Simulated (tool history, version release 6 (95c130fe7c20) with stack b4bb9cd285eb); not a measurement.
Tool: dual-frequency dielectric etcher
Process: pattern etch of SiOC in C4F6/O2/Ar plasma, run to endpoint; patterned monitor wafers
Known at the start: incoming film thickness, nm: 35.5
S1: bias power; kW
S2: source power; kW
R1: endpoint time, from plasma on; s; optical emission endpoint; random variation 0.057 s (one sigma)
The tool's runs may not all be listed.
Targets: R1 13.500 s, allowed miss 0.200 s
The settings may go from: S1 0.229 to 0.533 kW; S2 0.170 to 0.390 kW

run 1 hour=0.0 | S1=0.381 S2=0.280 | R1=14.314
run 2 hour=6.1 | S1=0.388 S2=0.280 | R1=14.311
run 3 hour=13.9 | S1=0.388 S2=0.250 | R1=14.602
run 4 hour=20.1 | S1=0.414 S2=0.250 | R1=14.453
run 5 hour=21.2 | S1=0.414 S2=0.230 | R1=14.674
run 6 hour=27.5 | S1=0.369 S2=0.230 | R1=15.107
run 7 hour=30.5 | S1=0.386 S2=0.230 | R1=14.940
run 8 hour=37.6 | S1=0.401 S2=0.230 | R1=14.751
run 9 hour=45.6 | S1=0.477 S2=0.240 | R1=13.833
run 10 hour=48.4 | S1=0.480 S2=0.240 | R1=13.894

4 next moves are on the table. One of them brings every result within its allowed miss. Which?
run A hour=51.2 | S1=0.488 S2=0.220 | R1=?
run B hour=51.2 | S1=0.470 S2=0.230 | R1=?
run C hour=51.2 | S1=0.418 S2=0.270 | R1=?
run D hour=51.2 | S1=0.498 S2=0.250 | R1=?

move=A R1=14.073
move=B R1=14.110
move=C R1=14.124
move=D R1=13.602
A: further off than the last run
B: further off than the last run
C: further off than the last run
D: meets every target
The right move is D.
